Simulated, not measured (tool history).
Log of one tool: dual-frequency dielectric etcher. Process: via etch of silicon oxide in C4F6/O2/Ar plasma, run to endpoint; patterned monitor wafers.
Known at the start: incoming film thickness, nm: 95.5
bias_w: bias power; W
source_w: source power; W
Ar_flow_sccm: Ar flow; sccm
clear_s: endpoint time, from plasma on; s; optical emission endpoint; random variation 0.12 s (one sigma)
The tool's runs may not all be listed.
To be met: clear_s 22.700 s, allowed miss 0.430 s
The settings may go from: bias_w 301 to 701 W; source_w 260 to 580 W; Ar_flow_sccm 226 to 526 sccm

| run | day | bias_w | source_w | Ar_flow_sccm | clear_s |
|---|---|---|---|---|---|
| 1 | 0.000 | 501 | 420 | 376 | 20.453 |
| 2 | 0.183 | 501 | 420 | 422 | 20.672 |
| 3 | 0.288 | 464 | 420 | 422 | 21.353 |
| 4 | 0.596 | 464 | 420 | 362 | 20.845 |
| 5 | 0.900 | 436 | 420 | 363 | 21.827 |
| 6 | 1.112 | 505 | 420 | 363 | 20.271 |
| 7 | 1.262 | 473 | 420 | 364 | 20.865 |
| 8 | 1.554 | 449 | 420 | 365 | 21.208 |
| 9 | 1.842 | 428 | 420 | 366 | 21.622 |
| 10 | 2.171 | 413 | 420 | 366 | 22.018 |
| 11 | 2.317 | 404 | 420 | 366 | 22.211 |
| 12 | 2.675 | 404 | 420 | 366 | 22.274 |
| 13 | 3.017 | 404 | 420 | 366 | 22.123 |
| 14 | 3.079 | 370 | 410 | 367 | 23.106 |

4 next moves are on the table. One of them brings every result within its allowed miss. Which?
| A | 3.142 | 343 | 380 | 351 | ? |
| B | 3.142 | 341 | 440 | 435 | ? |
| C | 3.142 | 410 | 370 | 379 | ? |
| D | 3.142 | 386 | 360 | 470 | ? |

| move | clear_s |
|---|---|
| A | 24.153 |
| B | 23.898 |
| C | 22.854 |
| D | 24.074 |
A: further off than the last run
B: further off than the last run
C: meets every target
D: further off than the last run
The right move is C.
